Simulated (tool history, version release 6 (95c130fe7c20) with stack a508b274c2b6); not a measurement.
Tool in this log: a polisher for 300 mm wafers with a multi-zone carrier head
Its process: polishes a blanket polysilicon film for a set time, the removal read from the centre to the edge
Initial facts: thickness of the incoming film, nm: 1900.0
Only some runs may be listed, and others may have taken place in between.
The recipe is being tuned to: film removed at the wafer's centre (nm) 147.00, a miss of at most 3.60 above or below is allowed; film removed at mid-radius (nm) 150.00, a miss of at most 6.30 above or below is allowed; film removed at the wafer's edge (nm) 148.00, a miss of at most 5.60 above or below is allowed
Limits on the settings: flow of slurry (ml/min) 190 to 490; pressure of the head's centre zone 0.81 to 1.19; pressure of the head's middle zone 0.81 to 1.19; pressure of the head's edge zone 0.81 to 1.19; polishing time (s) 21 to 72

run,hour,flow of slurry (ml/min),pressure of the head's centre zone,pressure of the head's middle zone,pressure of the head's edge zone,polishing time (s),film removed at the wafer's centre (nm),film removed at mid-radius (nm),film removed at the wafer's edge (nm)
1,0.0,315,1.00,1.00,1.00,46,210.46,204.20,212.05
2,1.5,315,0.98,0.99,0.97,43,191.18,189.75,195.32
3,7.7,315,0.97,0.98,0.94,41,179.34,182.89,181.32
4,12.7,310,0.96,0.95,0.92,40,175.19,170.22,178.76
5,14.5,280,0.96,0.95,0.92,40,172.34,168.35,176.56
6,22.1,280,0.96,0.95,0.92,32,137.15,136.17,141.51
7,30.2,300,0.96,0.96,0.92,32,139.78,140.91,140.57
8,32.1,310,0.96,0.96,0.93,32,139.61,138.17,142.94
9,35.1,320,0.96,0.97,0.93,32,138.75,139.50,144.21
10,36.0,325,0.97,0.98,0.93,32,142.95,140.02,143.95
11,37.0,355,0.97,1.05,0.96,33,149.49,157.64,148.99

Which single option among these 5 for the next run brings every result within its allowed miss of target? Just one does.
A,38.0,425,0.95,1.07,0.90,34,?,?,?
B,38.0,435,1.04,1.03,1.00,32,?,?,?
C,38.0,490,0.98,1.14,0.96,32,?,?,?
D,38.0,205,1.02,1.04,0.96,34,?,?,?
E,38.0,310,0.99,1.18,1.00,33,?,?,?

move,film removed at the wafer's centre (nm),film removed at mid-radius (nm),film removed at the wafer's edge (nm)
A,150.11,164.85,151.54
B,152.67,150.37,150.34
C,146.59,165.34,148.05
D,145.22,147.99,146.75
E,146.41,169.26,151.28
A: lands further from the targets than the last run did
B: puts the biggest miss on target and leaves a different result outside tolerance
C: lands further from the targets than the last run did
D: meets every target
E: lands further from the targets than the last run did
Go with D: it meets all targets.

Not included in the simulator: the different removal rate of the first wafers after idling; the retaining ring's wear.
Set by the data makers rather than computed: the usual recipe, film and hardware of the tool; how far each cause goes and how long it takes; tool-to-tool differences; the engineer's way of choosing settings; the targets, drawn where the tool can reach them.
